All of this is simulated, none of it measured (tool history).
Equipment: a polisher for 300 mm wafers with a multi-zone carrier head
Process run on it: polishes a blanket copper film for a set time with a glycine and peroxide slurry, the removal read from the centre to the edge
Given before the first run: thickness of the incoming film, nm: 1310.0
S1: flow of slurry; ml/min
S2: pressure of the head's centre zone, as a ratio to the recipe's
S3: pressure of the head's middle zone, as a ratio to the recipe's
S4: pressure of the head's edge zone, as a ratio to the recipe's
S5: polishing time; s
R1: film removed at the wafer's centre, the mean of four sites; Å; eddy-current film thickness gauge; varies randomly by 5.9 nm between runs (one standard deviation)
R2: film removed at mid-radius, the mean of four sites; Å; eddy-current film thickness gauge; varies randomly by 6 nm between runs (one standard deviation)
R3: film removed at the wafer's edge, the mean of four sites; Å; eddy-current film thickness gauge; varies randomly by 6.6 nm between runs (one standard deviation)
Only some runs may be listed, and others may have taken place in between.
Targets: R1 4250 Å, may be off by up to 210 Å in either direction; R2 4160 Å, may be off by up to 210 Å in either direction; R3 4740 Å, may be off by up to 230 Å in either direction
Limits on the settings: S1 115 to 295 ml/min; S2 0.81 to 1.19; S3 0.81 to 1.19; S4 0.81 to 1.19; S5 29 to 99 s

Run 1, hour 0: S1 190 ml/min, S2 1, S3 1, S4 1, S5 64 s. Result: R1 2704 Å, R2 3115.1 Å, R3 3052.4 Å.
Run 2, hour 3.6: S1 190 ml/min, S2 1.01, S3 0.99, S4 1.02, S5 67 s. Result: R1 2951.3 Å, R2 3200.7 Å, R3 3302.9 Å.
Run 3, hour 10.1: S1 190 ml/min, S2 1.01, S3 0.99, S4 1.05, S5 67 s. Result: R1 2864.2 Å, R2 3178.9 Å, R3 3326 Å.
Run 4, hour 15.6: S1 190 ml/min, S2 0.94, S3 0.99, S4 1.05, S5 67 s. Result: R1 2673.8 Å, R2 3171.8 Å, R3 3315.3 Å.
Run 5, hour 19: S1 225 ml/min, S2 0.94, S3 0.99, S4 1.05, S5 67 s. Result: R1 2765.7 Å, R2 3302.9 Å, R3 3427 Å.
At hour 22.1: centre zone pressure recalibrated.
Run 6, hour 22.1: S1 195 ml/min, S2 0.94, S3 0.99, S4 1.05, S5 67 s. Result: R1 2974.3 Å, R2 3254.5 Å, R3 3268.7 Å.
Run 7, hour 28.7: S1 195 ml/min, S2 0.94, S3 0.98, S4 1.06, S5 70 s. Result: R1 3134 Å, R2 3227.2 Å, R3 3522.5 Å.
Run 8, hour 33: S1 200 ml/min, S2 0.94, S3 0.99, S4 1.07, S5 72 s. Result: R1 3162.7 Å, R2 3419.4 Å, R3 3609.8 Å.
Run 9, hour 41: S1 205 ml/min, S2 0.94, S3 0.99, S4 1.08, S5 74 s. Result: R1 3373.3 Å, R2 3555.4 Å, R3 3762.8 Å.
Run 10, hour 47.3: S1 215 ml/min, S2 0.94, S3 0.99, S4 1.09, S5 75 s. Result: R1 3411.8 Å, R2 3555.7 Å, R3 3858.5 Å.
Run 11, hour 50.1: S1 220 ml/min, S2 0.94, S3 0.99, S4 1.1, S5 76 s. Result: R1 3414.6 Å, R2 3652 Å, R3 3917.8 Å.
Run 12, hour 52.8: S1 225 ml/min, S2 0.94, S3 0.99, S4 1.1, S5 77 s. Result: R1 3444.1 Å, R2 3735.9 Å, R3 3936.2 Å.

Next run, 5 choices. One meets every target within its allowed miss, the rest don't. Which?
Run A, hour 55.5: S1 295 ml/min, S2 0.82, S3 1.07, S4 1.12, S5 78 s. Result: R1 ?, R2 ?, R3 ?.
Run B, hour 55.5: S1 235 ml/min, S2 0.95, S3 0.91, S4 1.11, S5 91 s. Result: R1 ?, R2 ?, R3 ?.
Run C, hour 55.5: S1 115 ml/min, S2 1.12, S3 1.12, S4 1, S5 76 s. Result: R1 ?, R2 ?, R3 ?.
Run D, hour 55.5: S1 115 ml/min, S2 1.19, S3 1.19, S4 0.82, S5 81 s. Result: R1 ?, R2 ?, R3 ?.
Run E, hour 55.5: S1 115 ml/min, S2 1.19, S3 1.15, S4 0.81, S5 70 s. Result: R1 ?, R2 ?, R3 ?.

move      R1      R2      R3
   A  3166.1  3966.9  4207.2
   B  4162.2  4089.9  4815.4
   C  3715.6  3573.3  3581.9
   D  4205.1  3963.9  3481.7
   E  3633.3  3348.6    2994
A: further off than the last run
B: every result lands within tolerance
C: further off than the last run
D: corrects the largest miss of the last run, while another result sits out of spec
E: further off than the last run
Move B is the one to make.

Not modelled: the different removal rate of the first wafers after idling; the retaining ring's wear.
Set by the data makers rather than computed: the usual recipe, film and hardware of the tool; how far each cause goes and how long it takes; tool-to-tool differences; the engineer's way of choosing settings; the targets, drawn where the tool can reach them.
